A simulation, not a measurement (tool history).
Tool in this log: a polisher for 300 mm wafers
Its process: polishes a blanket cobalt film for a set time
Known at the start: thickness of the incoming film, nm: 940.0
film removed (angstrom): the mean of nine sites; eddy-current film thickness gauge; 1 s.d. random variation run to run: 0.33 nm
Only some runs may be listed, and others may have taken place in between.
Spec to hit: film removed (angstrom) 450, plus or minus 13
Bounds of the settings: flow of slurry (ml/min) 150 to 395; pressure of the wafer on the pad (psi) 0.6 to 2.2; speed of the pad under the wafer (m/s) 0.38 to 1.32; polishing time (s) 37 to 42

| run | hour | flow of slurry (ml/min) | pressure of the wafer on the pad (psi) | speed of the pad under the wafer (m/s) | polishing time (s) | film removed (angstrom) |
|---|---|---|---|---|---|---|
| 1 | 0 | 250 | 1.4 | 0.84 | 42 | 1104.9 |
| 2 | 6 | 250 | 1.2 | 0.78 | 42 | 884.24 |
| 3 | 10.9 | 250 | 1.2 | 0.78 | 37 | 779.71 |
| 4 | 16.1 | 250 | 1.1 | 0.78 | 37 | 721.24 |
| 5 | 21.9 | 250 | 1 | 0.78 | 37 | 645.62 |
| 6 | 30.2 | 250 | 0.6 | 0.78 | 37 | 404.68 |
| 7 | 31.9 | 255 | 0.6 | 0.78 | 37 | 402.77 |
| 8 | 38.7 | 255 | 0.6 | 0.78 | 37 | 402.49 |
| 9 | 39.9 | 255 | 0.7 | 0.78 | 37 | 466.73 |
| 10 | 48.6 | 250 | 0.7 | 0.78 | 37 | 467.06 |
| 11 | 52.2 | 255 | 0.7 | 0.78 | 37 | 464.12 |
| 12 | 54.5 | 250 | 0.7 | 0.78 | 37 | 466.03 |
| 13 | 56.5 | 255 | 0.7 | 0.78 | 37 | 465.55 |
| 14 | 63.6 | 250 | 0.7 | 0.78 | 37 | 468.64 |
| 15 | 64.6 | 255 | 0.7 | 0.78 | 37 | 467.65 |
| 16 | 66.1 | 250 | 0.6 | 0.78 | 37 | 403.54 |
| 17 | 69.1 | 265 | 0.6 | 0.78 | 37 | 405.79 |
| 18 | 73.4 | 255 | 0.6 | 0.78 | 37 | 404.88 |
| 19 | 74.2 | 255 | 0.7 | 0.78 | 37 | 469.57 |
| 20 | 82.8 | 250 | 0.7 | 0.78 | 37 | 465.03 |
| 21 | 84.9 | 255 | 0.7 | 0.78 | 37 | 465.06 |
| 22 | 86.2 | 250 | 0.7 | 0.78 | 37 | 463.04 |
| 23 | 88.2 | 240 | 0.7 | 0.78 | 37 | 464.43 |
| 24 | 93.8 | 245 | 0.7 | 0.78 | 37 | 462.91 |
| 25 | 99.4 | 245 | 0.7 | 0.78 | 37 | 459.13 |

Of the 4 settings listed for the next run, only one would bring every result within its allowed miss of target. Which one?
| A | 105 | 280 | 0.7 | 0.74 | 37 | ? |
| B | 105 | 275 | 0.7 | 0.78 | 37 | ? |
| C | 105 | 255 | 0.7 | 0.8 | 38 | ? |
| D | 105 | 275 | 0.7 | 0.72 | 41 | ? |

| move | film removed (angstrom) |
|---|---|
| A | 447.4 |
| B | 470.01 |
| C | 491.26 |
| D | 482.05 |
A: each result inside its tolerance
B: its largest miss is bigger than the last run's
C: its largest miss is bigger than the last run's
D: its largest miss is bigger than the last run's
Go with A: it meets all targets.
